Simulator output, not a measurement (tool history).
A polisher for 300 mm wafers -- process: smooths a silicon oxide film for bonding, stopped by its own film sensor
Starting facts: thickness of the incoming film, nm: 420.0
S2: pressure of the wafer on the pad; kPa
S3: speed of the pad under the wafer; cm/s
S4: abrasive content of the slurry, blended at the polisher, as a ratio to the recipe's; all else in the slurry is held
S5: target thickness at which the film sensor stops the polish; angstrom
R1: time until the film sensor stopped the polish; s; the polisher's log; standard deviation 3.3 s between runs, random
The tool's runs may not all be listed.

{"run": 1, "hour": 0.0, "flow of slurry (ml/min)": 140, "S2": 9, "S3": 102, "S4": 1, "S5": 3740, "R1": 99.632}
{"run": 2, "hour": 8.0, "flow of slurry (ml/min)": 140, "S2": 8.3, "S3": 102, "S4": 1, "S5": 3740, "R1": 108.07}
{"run": 3, "hour": 15.1, "flow of slurry (ml/min)": 140, "S2": 8.3, "S3": 102, "S4": 1, "S5": 3740, "R1": 109.65}
{"run": 4, "hour": 20.9, "flow of slurry (ml/min)": 140, "S2": 8.3, "S3": 116, "S4": 1, "S5": 3740, "R1": 98.294}
{"run": 5, "hour": 22.4, "flow of slurry (ml/min)": 140, "S2": 8.3, "S3": 128, "S4": 1, "S5": 3740, "R1": 87.001}
{"run": 6, "hour": 28.4, "flow of slurry (ml/min)": 165, "S2": 8.3, "S3": 128, "S4": 1, "S5": 3740, "R1": 87.371}
{"run": 7, "hour": 29.6, "flow of slurry (ml/min)": 165, "S2": 6.9, "S3": 108, "S4": 0.95, "S5": 3740, "R1": 118.84}
{"run": 8, "hour": 35.4, "flow of slurry (ml/min)": 165, "S2": 6.2, "S3": 92, "S4": 0.9, "S5": 3740, "R1": 153.84}
{"run": 9, "hour": 39.7, "flow of slurry (ml/min)": 165, "S2": 5.5, "S3": 86, "S4": 0.9, "S5": 3740, "R1": 179.33}

Estimate the outcome of run 10 from the log above:
{"run": 10, "hour": 43.1, "flow of slurry (ml/min)": 160, "S2": 4.8, "S3": 82, "S4": 0.9, "S5": 3740, "R1": "?"}

R1: 209.69 s
